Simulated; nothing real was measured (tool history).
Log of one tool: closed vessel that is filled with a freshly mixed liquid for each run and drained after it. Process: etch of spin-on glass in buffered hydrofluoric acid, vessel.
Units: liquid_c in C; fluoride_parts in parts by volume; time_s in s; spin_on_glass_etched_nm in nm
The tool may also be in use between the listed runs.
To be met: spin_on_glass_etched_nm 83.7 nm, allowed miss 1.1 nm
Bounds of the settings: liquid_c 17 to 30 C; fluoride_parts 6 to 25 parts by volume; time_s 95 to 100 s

Run 1, hour 0: liquid_c 22 C, fluoride_parts 15.5 parts by volume, time_s 95 s. Result: spin_on_glass_etched_nm 115.32 nm.
Run 2, hour 6.2: liquid_c 22 C, fluoride_parts 18 parts by volume, time_s 95 s. Result: spin_on_glass_etched_nm 99.211 nm.
Run 3, hour 9.4: liquid_c 24.5 C, fluoride_parts 18 parts by volume, time_s 95 s. Result: spin_on_glass_etched_nm 113.44 nm.
Run 4, hour 12.2: liquid_c 23 C, fluoride_parts 18 parts by volume, time_s 95 s. Result: spin_on_glass_etched_nm 105.44 nm.
Run 5, hour 13.8: liquid_c 22 C, fluoride_parts 18 parts by volume, time_s 95 s. Result: spin_on_glass_etched_nm 99.262 nm.
Run 6, hour 17.2: liquid_c 21 C, fluoride_parts 18 parts by volume, time_s 95 s. Result: spin_on_glass_etched_nm 93.842 nm.
Run 7, hour 24.6: liquid_c 21 C, fluoride_parts 18 parts by volume, time_s 95 s. Result: spin_on_glass_etched_nm 93.98 nm.
Run 8, hour 31.6: liquid_c 20.5 C, fluoride_parts 18 parts by volume, time_s 95 s. Result: spin_on_glass_etched_nm 91.29 nm.
Run 9, hour 40.7: liquid_c 20 C, fluoride_parts 18 parts by volume, time_s 95 s. Result: spin_on_glass_etched_nm 89.043 nm.
Run 10, hour 44.2: liquid_c 18.5 C, fluoride_parts 18 parts by volume, time_s 95 s. Result: spin_on_glass_etched_nm 81.645 nm.
Run 11, hour 52.1: liquid_c 18.5 C, fluoride_parts 18 parts by volume, time_s 95 s. Result: spin_on_glass_etched_nm 82.376 nm.

4 next moves are on the table. One of them brings every result within its allowed miss. Which?
Run A, hour 60: liquid_c 18.5 C, fluoride_parts 17.5 parts by volume, time_s 95 s. Result: spin_on_glass_etched_nm ?.
Run B, hour 60: liquid_c 22 C, fluoride_parts 22.5 parts by volume, time_s 100 s. Result: spin_on_glass_etched_nm ?.
Run C, hour 60: liquid_c 18.5 C, fluoride_parts 17 parts by volume, time_s 95 s. Result: spin_on_glass_etched_nm ?.
Run D, hour 60: liquid_c 18 C, fluoride_parts 17.5 parts by volume, time_s 100 s. Result: spin_on_glass_etched_nm ?.

move  spin_on_glass_etched_nm
   A                   83.553
   B                   86.376
   C                   85.977
   D                   85.506
A: meets every target
B: takes the result that was furthest off past its target
C: takes the result that was furthest off past its target
D: takes the result that was furthest off past its target
Move A is the one to make.
